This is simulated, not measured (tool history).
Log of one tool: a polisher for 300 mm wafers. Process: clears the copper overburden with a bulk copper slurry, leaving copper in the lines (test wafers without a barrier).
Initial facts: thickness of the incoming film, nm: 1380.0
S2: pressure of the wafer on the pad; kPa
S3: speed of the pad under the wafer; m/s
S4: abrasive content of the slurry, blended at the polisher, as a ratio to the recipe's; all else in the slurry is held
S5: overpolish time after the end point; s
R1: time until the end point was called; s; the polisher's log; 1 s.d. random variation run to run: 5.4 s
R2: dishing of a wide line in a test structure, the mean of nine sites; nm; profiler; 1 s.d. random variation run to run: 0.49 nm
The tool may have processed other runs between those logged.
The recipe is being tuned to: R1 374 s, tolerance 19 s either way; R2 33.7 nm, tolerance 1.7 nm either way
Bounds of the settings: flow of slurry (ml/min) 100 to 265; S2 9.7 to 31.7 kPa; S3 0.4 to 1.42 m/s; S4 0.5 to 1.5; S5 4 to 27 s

Run 1, day 0: flow of slurry (ml/min) 170, S2 20.7 kPa, S3 0.9 m/s, S4 1, S5 14 s. Result: R1 155.05 s, R2 64.237 nm.
Run 2, day 0.35: flow of slurry (ml/min) 170, S2 20.7 kPa, S3 0.9 m/s, S4 1.15, S5 14 s. Result: R1 154.89 s, R2 66.947 nm.
Run 3, day 0.429: flow of slurry (ml/min) 170, S2 20.7 kPa, S3 0.9 m/s, S4 1.15, S5 19 s. Result: R1 149.72 s, R2 80.768 nm.
Run 4, day 0.471: flow of slurry (ml/min) 165, S2 17.9 kPa, S3 0.78 m/s, S4 1.1, S5 17 s. Result: R1 206.22 s, R2 62.718 nm.
Run 5, day 0.542: flow of slurry (ml/min) 135, S2 17.9 kPa, S3 0.78 m/s, S4 1.1, S5 17 s. Result: R1 212.6 s, R2 59.888 nm.
Run 6, day 0.75: flow of slurry (ml/min) 135, S2 15.9 kPa, S3 0.74 m/s, S4 1.1, S5 15 s. Result: R1 249.83 s, R2 48.436 nm.
Run 7, day 0.988: flow of slurry (ml/min) 135, S2 10.3 kPa, S3 0.64 m/s, S4 1.1, S5 13 s. Result: R1 422.06 s, R2 27.682 nm.
Run 8, day 1.021: flow of slurry (ml/min) 135, S2 11 kPa, S3 0.64 m/s, S4 1.1, S5 14 s. Result: R1 408.05 s, R2 30.858 nm.

Which one of the following 4 next-run settings gets every result inside its allowed miss? There is exactly one.
Run A, day 1.054: flow of slurry (ml/min) 155, S2 13.1 kPa, S3 0.5 m/s, S4 1, S5 14 s. Result: R1 ?, R2 ?.
Run B, day 1.054: flow of slurry (ml/min) 100, S2 15.9 kPa, S3 0.52 m/s, S4 1, S5 14 s. Result: R1 ?, R2 ?.
Run C, day 1.054: flow of slurry (ml/min) 145, S2 10.3 kPa, S3 0.66 m/s, S4 1.2, S5 19 s. Result: R1 ?, R2 ?.
Run D, day 1.054: flow of slurry (ml/min) 130, S2 9.7 kPa, S3 0.68 m/s, S4 1.2, S5 20 s. Result: R1 ?, R2 ?.

move      R1      R2
   A   444.2  30.181
   B  376.95  34.922
   C  411.29  40.423
   D  432.25  40.247
A: misses by more than the last run did
B: every result lands within tolerance
C: misses by more than the last run did
D: misses by more than the last run did
B is the move that brings every result within its allowed miss.
